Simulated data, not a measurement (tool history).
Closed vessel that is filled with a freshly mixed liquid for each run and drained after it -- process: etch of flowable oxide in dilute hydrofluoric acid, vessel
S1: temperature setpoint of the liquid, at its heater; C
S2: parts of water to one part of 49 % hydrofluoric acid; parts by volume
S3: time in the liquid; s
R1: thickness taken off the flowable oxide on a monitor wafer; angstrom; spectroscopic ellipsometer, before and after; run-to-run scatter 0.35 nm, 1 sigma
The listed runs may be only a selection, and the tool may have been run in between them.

{"run": 1, "hour": 0.0, "S1": 20.0, "S2": 155, "S3": 95, "R1": 348.54}
{"run": 2, "hour": 7.0, "S1": 20.0, "S2": 115, "S3": 95, "R1": 494.13}
{"run": 3, "hour": 10.8, "S1": 20.0, "S2": 150, "S3": 95, "R1": 364.46}
{"run": 4, "hour": 13.9, "S1": 20.0, "S2": 125, "S3": 95, "R1": 448.46}
{"run": 5, "hour": 23.1, "S1": 20.0, "S2": 160, "S3": 95, "R1": 340.28}
{"run": 6, "hour": 29.9, "S1": 18.5, "S2": 160, "S3": 95, "R1": 319.46}
{"run": 7, "hour": 36.7, "S1": 20.5, "S2": 145, "S3": 95, "R1": 386.94}
{"run": 8, "hour": 38.1, "S1": 22.0, "S2": 135, "S3": 95, "R1": 444.86}
{"run": 9, "hour": 40.8, "S1": 23.0, "S2": 125, "S3": 95, "R1": 506.6}
{"run": 10, "hour": 46.2, "S1": 23.0, "S2": 125, "S3": 95, "R1": 505.11}
{"run": 11, "hour": 54.1, "S1": 24.0, "S2": 120, "S3": 95, "R1": 552.89}
{"run": 12, "hour": 57.1, "S1": 25.0, "S2": 115, "S3": 95, "R1": 609.29}
{"run": 13, "hour": 62.9, "S1": 25.5, "S2": 110, "S3": 95, "R1": 643.84}
{"run": 14, "hour": 69.5, "S1": 26.0, "S2": 110, "S3": 95, "R1": 657.28}
{"run": 15, "hour": 73.1, "S1": 26.5, "S2": 110, "S3": 95, "R1": 677.82}
{"run": 16, "hour": 80.8, "S1": 27.0, "S2": 110, "S3": 95, "R1": 678.55}
{"run": 17, "hour": 87.6, "S1": 27.5, "S2": 105, "S3": 95, "R1": 738.22}
{"run": 18, "hour": 90.2, "S1": 28.0, "S2": 105, "S3": 95, "R1": 749.5}
{"run": 19, "hour": 93.5, "S1": 28.0, "S2": 100, "S3": 95, "R1": 799.98}

Run 20 has not been measured yet. What should we expect?
{"run": 20, "hour": 94.4, "S1": 28.0, "S2": 100, "S3": 95, "R1": "?"}

Run 20 produced R1 796.83 angstrom.

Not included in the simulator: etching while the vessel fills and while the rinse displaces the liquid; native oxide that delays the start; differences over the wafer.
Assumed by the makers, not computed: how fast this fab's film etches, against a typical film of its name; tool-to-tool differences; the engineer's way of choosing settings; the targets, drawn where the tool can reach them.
